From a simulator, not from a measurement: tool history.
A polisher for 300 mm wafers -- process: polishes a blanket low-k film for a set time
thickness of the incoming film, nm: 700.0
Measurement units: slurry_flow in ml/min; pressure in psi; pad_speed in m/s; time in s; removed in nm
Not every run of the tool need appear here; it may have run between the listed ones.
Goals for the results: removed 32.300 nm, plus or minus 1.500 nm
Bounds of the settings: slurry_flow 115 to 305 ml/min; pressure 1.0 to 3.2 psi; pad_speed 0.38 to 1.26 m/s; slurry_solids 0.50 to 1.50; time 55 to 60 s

Run 1, hour 0.0: slurry_flow 195 ml/min, pressure 2.1 psi, pad_speed 0.82 m/s, slurry_solids 1.00, time 60 s. Result: removed 25.909 nm.
Run 2, hour 0.6: slurry_flow 195 ml/min, pressure 2.2 psi, pad_speed 0.82 m/s, slurry_solids 1.00, time 60 s. Result: removed 27.020 nm.
Run 3, hour 7.4: slurry_flow 195 ml/min, pressure 2.2 psi, pad_speed 0.82 m/s, slurry_solids 1.15, time 60 s. Result: removed 28.345 nm.
Run 4, hour 13.4: slurry_flow 195 ml/min, pressure 1.8 psi, pad_speed 0.82 m/s, slurry_solids 1.15, time 60 s. Result: removed 23.752 nm.
Run 5, hour 15.2: slurry_flow 195 ml/min, pressure 1.8 psi, pad_speed 0.82 m/s, slurry_solids 1.05, time 60 s. Result: removed 22.503 nm.
Run 6, hour 16.3: slurry_flow 195 ml/min, pressure 2.1 psi, pad_speed 0.82 m/s, slurry_solids 1.05, time 60 s. Result: removed 26.014 nm.
Run 7, hour 24.9: slurry_flow 195 ml/min, pressure 2.2 psi, pad_speed 0.82 m/s, slurry_solids 1.05, time 60 s. Result: removed 27.847 nm.
Run 8, hour 30.1: slurry_flow 195 ml/min, pressure 2.3 psi, pad_speed 0.82 m/s, slurry_solids 1.05, time 60 s. Result: removed 29.090 nm.
Run 9, hour 34.4: slurry_flow 195 ml/min, pressure 2.4 psi, pad_speed 0.82 m/s, slurry_solids 1.05, time 60 s. Result: removed 30.024 nm.

Consider the 4 candidate settings below. Which is the only one whose results all fall within their allowed miss of target?
Run A, hour 38.7: slurry_flow 175 ml/min, pressure 2.5 psi, pad_speed 0.78 m/s, slurry_solids 1.15, time 55 s. Result: removed ?.
Run B, hour 38.7: slurry_flow 185 ml/min, pressure 2.2 psi, pad_speed 0.86 m/s, slurry_solids 1.00, time 58 s. Result: removed ?.
Run C, hour 38.7: slurry_flow 170 ml/min, pressure 2.7 psi, pad_speed 0.92 m/s, slurry_solids 0.75, time 56 s. Result: removed ?.
Run D, hour 38.7: slurry_flow 305 ml/min, pressure 2.5 psi, pad_speed 0.82 m/s, slurry_solids 1.35, time 55 s. Result: removed ?.

move  removed
   A   28.223
   B   26.882
   C   28.807
   D   32.918
A: further off than the last run
B: further off than the last run
C: further off than the last run
D: all results in spec
Correct choice: D, which meets every target
